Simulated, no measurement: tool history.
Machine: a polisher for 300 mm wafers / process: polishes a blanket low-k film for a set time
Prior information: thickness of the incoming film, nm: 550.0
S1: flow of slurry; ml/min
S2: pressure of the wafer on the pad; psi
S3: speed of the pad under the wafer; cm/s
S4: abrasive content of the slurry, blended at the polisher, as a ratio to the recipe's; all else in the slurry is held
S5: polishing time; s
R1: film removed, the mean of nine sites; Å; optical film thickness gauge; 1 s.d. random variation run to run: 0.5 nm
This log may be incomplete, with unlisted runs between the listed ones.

run	day	S1	S2	S3	S4	S5	R1
1	0	145	1.9	124	1	120	475.71
2	0.067	145	2.2	124	1	120	537.34
3	0.3	145	2.5	124	1	120	582.88
4	0.371	145	2.5	106	1	120	506.26
5	0.571	160	2.5	106	1	120	514.74
6	0.896	160	2.5	106	1.2	120	551.37
7	0.95	160	2.3	104	1.2	120	524.13

Run 8, settings as shown, results not yet in. Your forecast:
8	1.038	160	2.1	102	1.2	120	?

Logged for run 8: R1 474.81 Å.

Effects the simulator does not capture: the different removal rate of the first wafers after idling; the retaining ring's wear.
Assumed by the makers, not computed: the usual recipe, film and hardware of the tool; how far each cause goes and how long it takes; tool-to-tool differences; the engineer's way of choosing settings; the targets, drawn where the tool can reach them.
